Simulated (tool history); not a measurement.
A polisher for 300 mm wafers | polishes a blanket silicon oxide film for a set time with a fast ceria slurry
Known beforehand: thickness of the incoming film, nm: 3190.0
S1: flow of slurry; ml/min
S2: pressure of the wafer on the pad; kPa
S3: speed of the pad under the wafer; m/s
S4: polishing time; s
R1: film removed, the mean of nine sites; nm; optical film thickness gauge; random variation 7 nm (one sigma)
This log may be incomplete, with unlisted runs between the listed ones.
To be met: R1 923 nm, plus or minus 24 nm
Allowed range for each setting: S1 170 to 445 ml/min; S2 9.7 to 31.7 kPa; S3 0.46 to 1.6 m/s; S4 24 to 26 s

{"run": 1, "hour": 0.0, "S1": 285, "S2": 20.7, "S3": 1.02, "S4": 26, "R1": 460.63}
{"run": 2, "hour": 1.1, "S1": 290, "S2": 24.8, "S3": 1.08, "S4": 26, "R1": 577.66}
{"run": 3, "hour": 7.4, "S1": 295, "S2": 26.9, "S3": 1.14, "S4": 26, "R1": 665.52}
{"run": 4, "hour": 10.6, "S1": 295, "S2": 28.3, "S3": 1.18, "S4": 26, "R1": 724.48}
{"run": 5, "hour": 15.4, "S1": 295, "S2": 28.3, "S3": 0.96, "S4": 26, "R1": 595.26}
{"run": 6, "hour": 24.2, "S1": 300, "S2": 29.6, "S3": 1.08, "S4": 26, "R1": 691.73}
{"run": 7, "hour": 32.7, "S1": 300, "S2": 30.3, "S3": 1.16, "S4": 26, "R1": 752.33}
{"run": 8, "hour": 38.9, "S1": 300, "S2": 31, "S3": 1.22, "S4": 26, "R1": 812.76}
{"run": 9, "hour": 41.7, "S1": 300, "S2": 31, "S3": 1.26, "S4": 26, "R1": 841.05}
{"hour": 42.2, "done": "worn pad replaced by a new one"}
{"run": 10, "hour": 42.2, "S1": 300, "S2": 31, "S3": 1.28, "S4": 26, "R1": 967.64}
{"run": 11, "hour": 46.0, "S1": 300, "S2": 30.3, "S3": 1.28, "S4": 26, "R1": 945.44}

4 candidate next runs follow, results not yet known. Just one meets every target within its allowed miss. Identify it.
{"run": "A", "hour": 49.8, "S1": 290, "S2": 31.7, "S3": 1.38, "S4": 24, "R1": "?"}
{"run": "B", "hour": 49.8, "S1": 300, "S2": 29.6, "S3": 1.26, "S4": 26, "R1": "?"}
{"run": "C", "hour": 49.8, "S1": 330, "S2": 31.7, "S3": 1.34, "S4": 24, "R1": "?"}
{"run": "D", "hour": 49.8, "S1": 265, "S2": 31, "S3": 1.32, "S4": 26, "R1": "?"}

move=A R1=980.6
move=B R1=912.95
move=C R1=964.52
move=D R1=985.92
A: its largest miss is bigger than the last run's
B: all results in spec
C: its largest miss is bigger than the last run's
D: its largest miss is bigger than the last run's
Correct choice: B, which meets every target
